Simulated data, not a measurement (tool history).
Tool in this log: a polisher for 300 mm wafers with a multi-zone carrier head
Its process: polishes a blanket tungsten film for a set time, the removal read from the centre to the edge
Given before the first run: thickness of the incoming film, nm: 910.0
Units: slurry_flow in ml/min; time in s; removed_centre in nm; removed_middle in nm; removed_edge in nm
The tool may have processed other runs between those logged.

run  hour  slurry_flow  centre_zone  middle_zone  edge_zone  slurry_solids  time  removed_centre  removed_middle  removed_edge
  1   0.0          220         1.00         1.00       1.00           1.00    46          218.28          216.91        222.11
  2   7.7          225         1.00         1.01       1.02           1.10    48          239.68          230.48        236.46
  3  11.1          225         0.98         1.02       1.03           1.15    50          238.19          240.79        251.42
  4  16.9          225         0.99         1.04       1.04           1.20    52          254.91          260.31        266.42
  5  22.4          260         0.99         1.04       1.04           1.20    52          267.11          262.86        271.37
  6  29.4          260         0.99         1.05       1.05           1.25    53          264.41          271.88        276.79
  7  30.5          260         1.00         1.05       1.06           1.30    54          283.78          284.60        285.29
  8  33.2          260         1.00         1.05       1.07           1.35    55          292.10          291.37        294.29

The next listed run, before its measurement:
  9  36.5          260         1.00         1.05       1.08           1.40    56               ?               ?             ?

Run 9 gave removed_centre 288.01 nm, removed_middle 302.75 nm, removed_edge 306.15 nm.
